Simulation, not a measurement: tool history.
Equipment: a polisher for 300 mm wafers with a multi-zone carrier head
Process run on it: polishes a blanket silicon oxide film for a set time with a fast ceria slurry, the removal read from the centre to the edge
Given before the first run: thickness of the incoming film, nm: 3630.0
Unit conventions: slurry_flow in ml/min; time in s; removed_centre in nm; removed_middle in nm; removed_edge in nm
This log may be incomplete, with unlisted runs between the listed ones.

run,hour,slurry_flow,centre_zone,middle_zone,edge_zone,time,removed_centre,removed_middle,removed_edge
1,0,220,1,1,1,32,305.13,298.66,310.84
2,3.6,225,1.01,1.01,1.02,33,318.49,309.91,315.01
3,9.8,225,1,1.01,1.02,34,317.14,320.28,328.42
4,12.4,225,1.01,1.01,1.03,35,329.69,335.78,334.37
5,15.1,225,1.01,1,1.03,36,339.27,347.38,341.48
6,17.2,225,1.01,1,1.03,29,279.01,274.64,287.47

The next listed run, before its measurement:
7,18.9,225,1.01,0.99,1.04,31,?,?,?

Run 7 came out at removed_centre 298.24 nm, removed_middle 295.44 nm, removed_edge 306.21 nm.
